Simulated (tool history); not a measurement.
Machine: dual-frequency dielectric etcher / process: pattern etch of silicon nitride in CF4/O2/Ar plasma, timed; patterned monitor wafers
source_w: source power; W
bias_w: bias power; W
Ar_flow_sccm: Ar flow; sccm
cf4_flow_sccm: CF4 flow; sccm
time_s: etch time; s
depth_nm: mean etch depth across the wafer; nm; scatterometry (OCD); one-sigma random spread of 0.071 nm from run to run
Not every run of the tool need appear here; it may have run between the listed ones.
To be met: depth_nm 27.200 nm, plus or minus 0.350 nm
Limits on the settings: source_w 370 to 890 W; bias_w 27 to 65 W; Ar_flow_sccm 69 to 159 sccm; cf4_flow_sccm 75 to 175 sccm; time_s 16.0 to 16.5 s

run 1 hour=0.0 | source_w=630 bias_w=46 Ar_flow_sccm=114 cf4_flow_sccm=125 time_s=16.0 | depth_nm=35.145
run 2 hour=7.7 | source_w=590 bias_w=46 Ar_flow_sccm=114 cf4_flow_sccm=125 time_s=16.0 | depth_nm=33.246
run 3 hour=10.6 | source_w=640 bias_w=46 Ar_flow_sccm=114 cf4_flow_sccm=125 time_s=16.0 | depth_nm=35.518
run 4 hour=15.7 | source_w=600 bias_w=46 Ar_flow_sccm=114 cf4_flow_sccm=125 time_s=16.0 | depth_nm=33.668
run 5 hour=21.6 | source_w=570 bias_w=46 Ar_flow_sccm=114 cf4_flow_sccm=125 time_s=16.0 | depth_nm=32.418
run 6 hour=29.9 | source_w=570 bias_w=46 Ar_flow_sccm=114 cf4_flow_sccm=136 time_s=16.0 | depth_nm=32.878
run 7 hour=32.7 | source_w=540 bias_w=46 Ar_flow_sccm=114 cf4_flow_sccm=136 time_s=16.0 | depth_nm=31.448
run 8 hour=33.8 | source_w=520 bias_w=46 Ar_flow_sccm=114 cf4_flow_sccm=136 time_s=16.0 | depth_nm=30.313
run 9 hour=36.4 | source_w=500 bias_w=46 Ar_flow_sccm=114 cf4_flow_sccm=136 time_s=16.0 | depth_nm=29.439
run 10 hour=40.4 | source_w=490 bias_w=46 Ar_flow_sccm=114 cf4_flow_sccm=136 time_s=16.0 | depth_nm=28.961
run 11 hour=43.0 | source_w=480 bias_w=46 Ar_flow_sccm=114 cf4_flow_sccm=136 time_s=16.0 | depth_nm=28.375
run 12 hour=47.0 | source_w=470 bias_w=46 Ar_flow_sccm=114 cf4_flow_sccm=136 time_s=16.0 | depth_nm=27.892

Pick the move, out of 4, that brings all results within their allowed miss; only one does.
run A hour=51.0 | source_w=480 bias_w=44 Ar_flow_sccm=118 cf4_flow_sccm=129 time_s=16.5 | depth_nm=?
run B hour=51.0 | source_w=420 bias_w=56 Ar_flow_sccm=98 cf4_flow_sccm=151 time_s=16.0 | depth_nm=?
run C hour=51.0 | source_w=460 bias_w=45 Ar_flow_sccm=124 cf4_flow_sccm=144 time_s=16.0 | depth_nm=?
run D hour=51.0 | source_w=440 bias_w=48 Ar_flow_sccm=132 cf4_flow_sccm=156 time_s=16.5 | depth_nm=?

move=A depth_nm=28.524
move=B depth_nm=28.273
move=C depth_nm=27.286
move=D depth_nm=27.974
A: moves away from the targets compared with the last run
B: moves away from the targets compared with the last run
C: each result inside its tolerance
D: moves away from the targets compared with the last run
So the answer is move C, the one that meets all the targets.

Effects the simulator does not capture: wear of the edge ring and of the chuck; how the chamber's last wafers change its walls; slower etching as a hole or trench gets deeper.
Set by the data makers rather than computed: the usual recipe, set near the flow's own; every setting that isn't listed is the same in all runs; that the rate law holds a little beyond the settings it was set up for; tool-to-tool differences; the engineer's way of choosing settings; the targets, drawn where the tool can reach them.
